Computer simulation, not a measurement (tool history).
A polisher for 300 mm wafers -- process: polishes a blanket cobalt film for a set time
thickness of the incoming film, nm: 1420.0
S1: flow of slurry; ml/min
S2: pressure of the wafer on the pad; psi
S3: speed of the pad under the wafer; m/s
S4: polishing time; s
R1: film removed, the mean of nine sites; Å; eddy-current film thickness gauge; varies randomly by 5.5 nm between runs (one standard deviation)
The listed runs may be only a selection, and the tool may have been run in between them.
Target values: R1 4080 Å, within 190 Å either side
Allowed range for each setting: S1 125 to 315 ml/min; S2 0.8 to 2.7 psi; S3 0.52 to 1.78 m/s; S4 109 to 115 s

run  hour   S1   S2    S3   S4      R1
  1     0  205  1.7  1.14  109  5082.8
  2   7.1  205  1.7  1.14  115  5307.3
  3  15.8  205  1.6  1.14  115    5047
  4  19.8  205  1.6  1.14  115  5205.2
  5  25.7  205  1.5  1.14  115  4846.9
  6  31.3  240  1.5  1.14  115  4859.1
  7  33.3  240  1.4  1.14  115  4896.2
  8  40.5  235  1.3  1.14  115  4595.1
  9  44.2  235  1.2  1.14  115  4276.4

Exactly one of the 4 candidate moves below puts every result within its allowed miss. Which one?
  A  47.9  225  1.3  1.08  109   ?
  B  47.9  225  1.2   1.2  115   ?
  C  47.9  215  1.1   1.4  112   ?
  D  47.9  260  1.4  1.04  115   ?

move      R1
   A  4116.7
   B  4499.6
   C  4687.9
   D  4473.4
A: hits every target within its allowed miss
B: moves away from the targets compared with the last run
C: moves away from the targets compared with the last run
D: moves away from the targets compared with the last run
A is the move that brings every result within its allowed miss.

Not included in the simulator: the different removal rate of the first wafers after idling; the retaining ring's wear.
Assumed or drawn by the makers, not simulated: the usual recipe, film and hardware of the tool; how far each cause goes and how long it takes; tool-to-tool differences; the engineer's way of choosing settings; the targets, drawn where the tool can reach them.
